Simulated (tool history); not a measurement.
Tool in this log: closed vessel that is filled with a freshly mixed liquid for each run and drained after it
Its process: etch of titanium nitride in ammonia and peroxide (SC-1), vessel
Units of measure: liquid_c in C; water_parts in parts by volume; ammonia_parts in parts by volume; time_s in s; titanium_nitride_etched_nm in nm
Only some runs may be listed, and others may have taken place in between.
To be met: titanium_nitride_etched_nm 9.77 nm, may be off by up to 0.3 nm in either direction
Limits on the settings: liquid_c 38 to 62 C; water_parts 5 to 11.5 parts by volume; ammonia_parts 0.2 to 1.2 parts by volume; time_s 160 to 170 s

run,day,liquid_c,water_parts,ammonia_parts,time_s,titanium_nitride_etched_nm
1,0,46,6.5,0.7,160,14.855
2,0.183,45.5,6.5,0.7,160,13.989
3,0.271,45.5,6.5,0.7,170,15.37
4,0.383,45,6.5,0.7,170,14.471
# day 0.458: thermometer replaced
5,0.458,45,6.5,0.7,170,12.469
6,0.667,45,6.5,0.6,170,12.263
7,0.838,44.5,6.5,0.6,170,11.77
8,0.971,43.5,6.5,0.6,170,11.051
9,1.212,42.5,6.5,0.6,170,10.163

Which of these 4 next moves meets every target?
A,1.454,43.5,7,0.65,170,?
B,1.454,41,5,0.5,165,?
C,1.454,42,7.5,0.7,165,?
D,1.454,41,6.5,0.65,170,?

move,titanium_nitride_etched_nm
A,10.595
B,9.6471
C,9.0161
D,9.1454
A: moves away from the targets compared with the last run
B: every result lands within tolerance
C: the result that was furthest off in the last run now lies on the other side of its target
D: the result that was furthest off in the last run now lies on the other side of its target
The right move is B.
